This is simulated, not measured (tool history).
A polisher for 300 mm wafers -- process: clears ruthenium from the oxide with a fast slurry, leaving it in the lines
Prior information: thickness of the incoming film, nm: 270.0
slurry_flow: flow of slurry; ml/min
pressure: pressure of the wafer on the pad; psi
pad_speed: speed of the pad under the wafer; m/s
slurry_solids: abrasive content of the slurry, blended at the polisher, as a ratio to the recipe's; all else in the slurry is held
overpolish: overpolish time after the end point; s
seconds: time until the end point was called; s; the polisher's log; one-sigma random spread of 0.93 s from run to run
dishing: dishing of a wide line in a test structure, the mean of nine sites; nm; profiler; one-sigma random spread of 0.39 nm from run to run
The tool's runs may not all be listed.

Run 1, hour 0: slurry_flow 300 ml/min, pressure 1.6 psi, pad_speed 1.26 m/s, slurry_solids 1, overpolish 21 s. Result: seconds 84.821 s, dishing 56.809 nm.
Run 2, hour 4.7: slurry_flow 300 ml/min, pressure 1.6 psi, pad_speed 1 m/s, slurry_solids 1, overpolish 21 s. Result: seconds 107.21 s, dishing 46.359 nm.
Run 3, hour 11.9: slurry_flow 340 ml/min, pressure 1.6 psi, pad_speed 1 m/s, slurry_solids 1, overpolish 21 s. Result: seconds 102.16 s, dishing 45.566 nm.
Run 4, hour 17.3: slurry_flow 340 ml/min, pressure 1.6 psi, pad_speed 1 m/s, slurry_solids 1, overpolish 29 s. Result: seconds 106.56 s, dishing 60.001 nm.
Run 5, hour 26.3: slurry_flow 340 ml/min, pressure 1.6 psi, pad_speed 1 m/s, slurry_solids 1, overpolish 23 s. Result: seconds 104.84 s, dishing 51.656 nm.
Run 6, hour 27.8: slurry_flow 340 ml/min, pressure 1.6 psi, pad_speed 1 m/s, slurry_solids 1, overpolish 30 s. Result: seconds 104.77 s, dishing 63.205 nm.
Run 7, hour 36.3: slurry_flow 375 ml/min, pressure 1.6 psi, pad_speed 0.96 m/s, slurry_solids 1.05, overpolish 24 s. Result: seconds 103.64 s, dishing 51.791 nm.
Run 8, hour 37.2: slurry_flow 400 ml/min, pressure 1.7 psi, pad_speed 0.92 m/s, slurry_solids 0.9, overpolish 19 s. Result: seconds 111.83 s, dishing 39.841 nm.
Run 9, hour 41.2: slurry_flow 420 ml/min, pressure 1.8 psi, pad_speed 0.88 m/s, slurry_solids 0.9, overpolish 16 s. Result: seconds 111.34 s, dishing 34.054 nm.
Run 10, hour 48.9: slurry_flow 435 ml/min, pressure 2 psi, pad_speed 0.8 m/s, slurry_solids 0.9, overpolish 13 s. Result: seconds 108.94 s, dishing 27.995 nm.
Run 11, hour 54.2: slurry_flow 445 ml/min, pressure 2.2 psi, pad_speed 0.74 m/s, slurry_solids 0.95, overpolish 11 s. Result: seconds 104.12 s, dishing 26.179 nm.

Run 12 is up next; what results do you expect?
At hour 56.1: slurry nozzle cleaned.
Run 12, hour 56.1: slurry_flow 450 ml/min, pressure 2.3 psi, pad_speed 0.7 m/s, slurry_solids 1, overpolish 10 s. Result: seconds ?, dishing ?.

{"run 12": {"seconds": 99.254, "dishing": 25.015}}
